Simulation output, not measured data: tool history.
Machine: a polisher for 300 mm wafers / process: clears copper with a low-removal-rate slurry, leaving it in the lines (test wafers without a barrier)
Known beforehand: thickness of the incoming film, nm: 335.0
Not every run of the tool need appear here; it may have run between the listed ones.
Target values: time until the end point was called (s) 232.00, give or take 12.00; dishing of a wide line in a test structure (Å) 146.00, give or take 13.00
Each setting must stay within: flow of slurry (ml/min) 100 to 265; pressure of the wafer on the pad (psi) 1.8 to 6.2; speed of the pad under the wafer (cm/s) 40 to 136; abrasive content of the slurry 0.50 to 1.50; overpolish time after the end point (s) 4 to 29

| run | hour | flow of slurry (ml/min) | pressure of the wafer on the pad (psi) | speed of the pad under the wafer (cm/s) | abrasive content of the slurry | overpolish time after the end point (s) | time until the end point was called (s) | dishing of a wide line in a test structure (Å) |
|---|---|---|---|---|---|---|---|---|
| 1 | 0.0 | 170 | 4.0 | 88 | 1.00 | 15 | 133.22 | 278.06 |
| 2 | 7.3 | 170 | 3.6 | 88 | 1.00 | 15 | 145.13 | 249.28 |
| 3 | 13.2 | 170 | 3.6 | 88 | 1.00 | 19 | 144.22 | 313.30 |
| 4 | 14.3 | 170 | 3.3 | 86 | 1.00 | 18 | 160.03 | 275.90 |
| 5 | 17.1 | 170 | 3.1 | 86 | 1.00 | 17 | 165.71 | 256.94 |
| 6 | 18.1 | 200 | 3.1 | 86 | 1.00 | 17 | 161.20 | 269.90 |
| 7 | 21.6 | 195 | 2.9 | 86 | 1.00 | 16 | 169.46 | 241.36 |
| 8 | 24.5 | 195 | 2.9 | 86 | 1.00 | 16 | 168.14 | 235.94 |
| 9 | 26.7 | 190 | 2.7 | 86 | 1.00 | 15 | 177.99 | 207.37 |
| 10 | 28.7 | 185 | 2.5 | 86 | 1.00 | 15 | 186.64 | 194.32 |
| 11 | 30.9 | 180 | 2.4 | 86 | 1.00 | 15 | 190.72 | 193.58 |
| 12 | 39.8 | 180 | 2.3 | 86 | 1.00 | 15 | 193.71 | 194.60 |
| 13 | 46.9 | 180 | 2.2 | 84 | 1.00 | 15 | 210.87 | 187.70 |

Pick the move, out of 4, that brings all results within their allowed miss; only one does.
| A | 54.0 | 170 | 2.5 | 72 | 0.55 | 27 | ? | ? |
| B | 54.0 | 165 | 1.8 | 92 | 0.85 | 10 | ? | ? |
| C | 54.0 | 160 | 2.8 | 70 | 0.95 | 14 | ? | ? |
| D | 54.0 | 160 | 2.1 | 74 | 1.10 | 13 | ? | ? |

| move | time until the end point was called (s) | dishing of a wide line in a test structure (Å) |
|---|---|---|
| A | 249.47 | 269.68 |
| B | 232.53 | 115.77 |
| C | 212.87 | 173.17 |
| D | 237.12 | 145.60 |
A: lands further from the targets than the last run did
B: carries the result that was furthest off beyond its target, to the other side
C: nearer the targets than the last run, but a result is still out of spec
D: every result within its allowed miss
D meets every target.
